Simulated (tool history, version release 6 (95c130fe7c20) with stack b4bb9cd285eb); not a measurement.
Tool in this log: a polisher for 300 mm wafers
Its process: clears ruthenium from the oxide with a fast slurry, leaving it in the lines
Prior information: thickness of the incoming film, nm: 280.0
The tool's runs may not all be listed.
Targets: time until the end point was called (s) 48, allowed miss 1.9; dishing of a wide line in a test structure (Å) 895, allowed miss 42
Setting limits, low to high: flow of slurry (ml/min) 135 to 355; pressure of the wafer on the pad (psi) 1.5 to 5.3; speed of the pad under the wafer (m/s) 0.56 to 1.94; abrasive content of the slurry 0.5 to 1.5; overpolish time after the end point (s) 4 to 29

run	hour	flow of slurry (ml/min)	pressure of the wafer on the pad (psi)	speed of the pad under the wafer (m/s)	abrasive content of the slurry	overpolish time after the end point (s)	time until the end point was called (s)	dishing of a wide line in a test structure (Å)
1	0	225	3.4	1.24	1	15	56.899	648.52
2	1.9	225	3.4	1.24	1	19	56.71	781.02
3	8.4	185	3.4	1.24	1	19	57.667	775.87
4	15.4	185	3.5	1.24	1	19	55.34	789.14
5	19.3	185	3.6	1.24	1	19	54.52	778.99
6	26.1	140	3.6	1.24	1	19	57.182	775.73
7	30.2	150	3.6	1.24	1	19	55.201	787.15
8	34.1	150	3.7	1.24	1	19	55.668	810.3
9	42.5	160	3.8	1.24	1	19	52.844	833.57
10	45.6	165	3.8	1.24	1	19	51.499	819.16
11	49.2	170	3.8	1.24	1	19	51.118	841.82
12	51	175	3.8	1.24	1	19	53.489	839.39
13	55.5	175	3.9	1.24	1	19	51.422	872.89
14	58.6	180	3.9	1.24	1	19	50.938	855.54

5 candidate next runs follow, results not yet known. Just one meets every target within its allowed miss. Identify it.
A	61.7	140	3.8	1.22	1.05	20	?	?
B	61.7	235	4	1.1	1.05	23	?	?
C	61.7	135	4.7	1.06	0.95	21	?	?
D	61.7	160	3.8	1.22	1.05	19	?	?
E	61.7	135	4.3	1.26	1	19	?	?

move	time until the end point was called (s)	dishing of a wide line in a test structure (Å)
A	53.002	865.92
B	51.396	989.52
C	51.43	921.73
D	51.923	844.84
E	47.134	912.46
A: misses by more than the last run did
B: misses by more than the last run did
C: misses by more than the last run did
D: misses by more than the last run did
E: hits every target within its allowed miss
Go with E: it meets all targets.
